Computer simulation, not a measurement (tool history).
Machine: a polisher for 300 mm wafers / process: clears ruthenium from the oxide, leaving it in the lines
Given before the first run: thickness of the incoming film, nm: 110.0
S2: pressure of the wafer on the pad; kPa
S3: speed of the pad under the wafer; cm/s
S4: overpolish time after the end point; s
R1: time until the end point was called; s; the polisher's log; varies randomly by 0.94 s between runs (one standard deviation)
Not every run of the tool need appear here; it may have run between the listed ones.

Run 1, hour 0.0: flow of slurry (ml/min) 140, S2 12.4 kPa, S3 118 cm/s, S4 4 s. Result: R1 68.067 s.
Run 2, hour 6.4: flow of slurry (ml/min) 140, S2 12.4 kPa, S3 118 cm/s, S4 3 s. Result: R1 66.454 s.
Run 3, hour 14.6: flow of slurry (ml/min) 140, S2 13.1 kPa, S3 118 cm/s, S4 3 s. Result: R1 64.553 s.
Run 4, hour 21.4: flow of slurry (ml/min) 140, S2 13.8 kPa, S3 118 cm/s, S4 3 s. Result: R1 61.152 s.
Run 5, hour 23.4: flow of slurry (ml/min) 140, S2 13.8 kPa, S3 118 cm/s, S4 3 s. Result: R1 63.128 s.
Run 6, hour 25.3: flow of slurry (ml/min) 140, S2 13.8 kPa, S3 118 cm/s, S4 4 s. Result: R1 62.676 s.

Run 7 has not been measured yet. What should we expect?
Run 7, hour 32.0: flow of slurry (ml/min) 140, S2 14.5 kPa, S3 120 cm/s, S4 4 s. Result: R1 ?.

Run 7 came out at R1 59.097 s.
